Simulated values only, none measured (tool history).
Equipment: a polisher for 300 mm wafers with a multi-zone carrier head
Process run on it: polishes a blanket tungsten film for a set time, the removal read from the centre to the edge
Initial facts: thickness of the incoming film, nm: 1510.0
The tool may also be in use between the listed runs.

run  hour  flow of slurry (ml/min)  pressure of the head's centre zone  pressure of the head's middle zone  pressure of the head's edge zone  abrasive content of the slurry  polishing time (s)  film removed at the wafer's centre (nm)  film removed at mid-radius (nm)  film removed at the wafer's edge (nm)
  1     0                      230                                   1                                   1                                 1                               1                  63                                   266.46                           272.46                                 280.62
  2   7.8                      200                                   1                                   1                                 1                               1                  63                                    263.2                           271.06                                 264.31
  3  11.2                      200                                   1                                   1                                 1                               1                  75                                   312.26                           323.24                                 311.99
  4  19.4                      200                                   1                                   1                                 1                               1                  65                                   282.23                           278.59                                 275.49
  5  21.9                      200                                0.96                                1.01                              0.98                             0.9                  60                                   238.31                           252.95                                 246.16
  6  23.9                      200                                0.96                                1.01                              0.98                             0.7                  60                                   223.89                           231.42                                 228.59
  7  26.9                      195                                0.93                                1.02                              0.97                            0.65                  58                                   204.17                           222.07                                  212.7
  8  31.5                      190                                 0.9                                1.02                              0.96                             0.6                  57                                   191.96                           213.72                                 207.48
  9  38.1                      185                                0.82                                1.05                              0.86                             0.5                  50                                   146.16                           179.43                                 161.46
 10  41.2                      195                                0.83                                1.05                              0.89                             0.5                  50                                   147.53                           182.31                                 167.21
 11  43.4                      200                                0.84                                1.05                               0.9                             0.5                  50                                   152.59                           180.46                                 170.24

The next listed run, before its measurement:
 12  48.3                      200                                0.84                                1.06                              0.91                             0.5                  50                                        ?                                ?                                      ?

{"run 12": {"film removed at the wafer's centre (nm)": 152.36, "film removed at mid-radius (nm)": 183.01, "film removed at the wafer's edge (nm)": 170.06}}
